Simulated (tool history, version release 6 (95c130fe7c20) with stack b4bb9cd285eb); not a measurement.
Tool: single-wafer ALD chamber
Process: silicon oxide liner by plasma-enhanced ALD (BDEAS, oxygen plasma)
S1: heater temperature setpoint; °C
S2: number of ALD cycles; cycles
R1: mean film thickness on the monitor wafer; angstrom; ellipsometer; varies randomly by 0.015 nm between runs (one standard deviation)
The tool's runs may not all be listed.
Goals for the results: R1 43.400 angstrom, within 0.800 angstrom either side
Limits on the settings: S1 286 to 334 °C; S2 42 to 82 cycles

| run | hour | S1 | S2 | R1 |
|---|---|---|---|---|
| 1 | 0.0 | 310 | 62 | 51.830 |
| 2 | 3.6 | 311 | 59 | 48.952 |
| 3 | 7.9 | 312 | 57 | 47.679 |
| 4 | 15.6 | 322 | 57 | 47.003 |
| 5 | 23.7 | 322 | 61 | 50.000 |
| 6 | 30.9 | 332 | 61 | 49.356 |
| 7 | 38.9 | 332 | 61 | 49.559 |
| 8 | 47.1 | 332 | 59 | 47.827 |
| 9 | 54.9 | 332 | 58 | 47.128 |
| 10 | 62.3 | 332 | 57 | 46.101 |

Below are 5 possible settings for the next run. Only one of them brings all results inside the allowed miss of their targets. Which is it?
| A | 69.7 | 334 | 62 | ? |
| B | 69.7 | 326 | 61 | ? |
| C | 69.7 | 334 | 63 | ? |
| D | 69.7 | 334 | 54 | ? |
| E | 69.7 | 333 | 60 | ? |

| move | R1 |
|---|---|
| A | 50.235 |
| B | 49.945 |
| C | 51.045 |
| D | 43.753 |
| E | 48.679 |
A: the biggest miss grows against the last run
B: the biggest miss grows against the last run
C: the biggest miss grows against the last run
D: every result within its allowed miss
E: the biggest miss grows against the last run
D is the move that brings every result within its allowed miss.
